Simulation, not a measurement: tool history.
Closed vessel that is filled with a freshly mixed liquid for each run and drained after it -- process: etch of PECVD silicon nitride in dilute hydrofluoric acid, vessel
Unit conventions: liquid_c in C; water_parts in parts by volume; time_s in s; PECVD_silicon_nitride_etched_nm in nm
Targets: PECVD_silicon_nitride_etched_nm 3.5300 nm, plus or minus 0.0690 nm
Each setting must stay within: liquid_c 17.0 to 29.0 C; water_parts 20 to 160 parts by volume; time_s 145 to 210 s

run	hour	liquid_c	water_parts	time_s	PECVD_silicon_nitride_etched_nm
1	0.0	21.0	90	210	8.9477
2	2.6	19.5	110	210	6.7084
3	6.5	17.0	110	210	5.6489
4	7.7	17.0	130	210	4.7970
5	15.4	17.0	140	200	4.2406
6	23.0	17.0	140	210	4.4731
7	29.9	17.0	145	195	3.9691
8	32.6	17.0	150	195	3.8489
9	37.3	17.0	155	195	3.7389
10	40.4	17.0	155	190	3.6761

5 next moves are on the table. One of them brings every result within its allowed miss. Which?
A	43.5	17.0	155	175	?
B	43.5	17.0	160	195	?
C	43.5	17.0	160	190	?
D	43.5	17.0	160	200	?
E	43.5	17.0	160	205	?

move	PECVD_silicon_nitride_etched_nm
A	3.4089
B	3.6841
C	3.5897
D	3.7786
E	3.8731
A: carries the result that was furthest off beyond its target, to the other side
B: misses by more than the last run did
C: all results land within tolerance of their targets
D: misses by more than the last run did
E: misses by more than the last run did
The move that meets every target is C.
